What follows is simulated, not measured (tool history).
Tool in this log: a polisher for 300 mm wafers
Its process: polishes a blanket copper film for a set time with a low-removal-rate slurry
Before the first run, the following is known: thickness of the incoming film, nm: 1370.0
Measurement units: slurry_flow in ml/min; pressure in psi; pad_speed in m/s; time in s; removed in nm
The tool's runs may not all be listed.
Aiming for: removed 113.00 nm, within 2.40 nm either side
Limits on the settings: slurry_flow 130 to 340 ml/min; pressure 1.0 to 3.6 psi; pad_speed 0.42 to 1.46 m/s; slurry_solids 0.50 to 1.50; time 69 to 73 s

run 1 day=0.000 | slurry_flow=220 pressure=2.3 pad_speed=0.94 slurry_solids=1.00 time=69 | removed=126.07
run 2 day=0.338 | slurry_flow=220 pressure=2.3 pad_speed=0.94 slurry_solids=1.10 time=69 | removed=127.25
run 3 day=0.371 | slurry_flow=215 pressure=2.3 pad_speed=0.94 slurry_solids=1.10 time=69 | removed=127.49
run 4 day=0.612 | slurry_flow=210 pressure=2.3 pad_speed=0.94 slurry_solids=1.10 time=69 | removed=127.25
run 5 day=0.771 | slurry_flow=205 pressure=2.3 pad_speed=0.94 slurry_solids=1.10 time=69 | removed=127.39
run 6 day=0.971 | slurry_flow=205 pressure=2.3 pad_speed=0.94 slurry_solids=0.95 time=69 | removed=123.68
run 7 day=1.288 | slurry_flow=200 pressure=2.3 pad_speed=0.94 slurry_solids=0.95 time=69 | removed=121.06
run 8 day=1.658 | slurry_flow=200 pressure=2.3 pad_speed=0.94 slurry_solids=0.95 time=69 | removed=122.11
run 9 day=1.775 | slurry_flow=195 pressure=2.3 pad_speed=0.94 slurry_solids=0.95 time=69 | removed=123.23
-- day=1.883 slurry blender recalibrated
run 10 day=1.883 | slurry_flow=195 pressure=2.2 pad_speed=0.94 slurry_solids=0.95 time=69 | removed=123.65
run 11 day=1.971 | slurry_flow=170 pressure=1.9 pad_speed=0.94 slurry_solids=0.95 time=69 | removed=106.55

Pick the move, out of 4, that brings all results within their allowed miss; only one does.
run A day=2.058 | slurry_flow=165 pressure=1.9 pad_speed=0.88 slurry_solids=0.95 time=70 | removed=?
run B day=2.058 | slurry_flow=180 pressure=1.4 pad_speed=1.32 slurry_solids=0.80 time=73 | removed=?
run C day=2.058 | slurry_flow=135 pressure=2.0 pad_speed=0.94 slurry_solids=1.10 time=69 | removed=?
run D day=2.058 | slurry_flow=190 pressure=2.2 pad_speed=0.78 slurry_solids=1.15 time=70 | removed=?

move=A removed=100.07
move=B removed=113.32
move=C removed=109.21
move=D removed=109.43
A: its largest miss is bigger than the last run's
B: every result lands within tolerance
C: gains on the last run, yet a result remains outside its allowed miss
D: gains on the last run, yet a result remains outside its allowed miss
The right move is B.
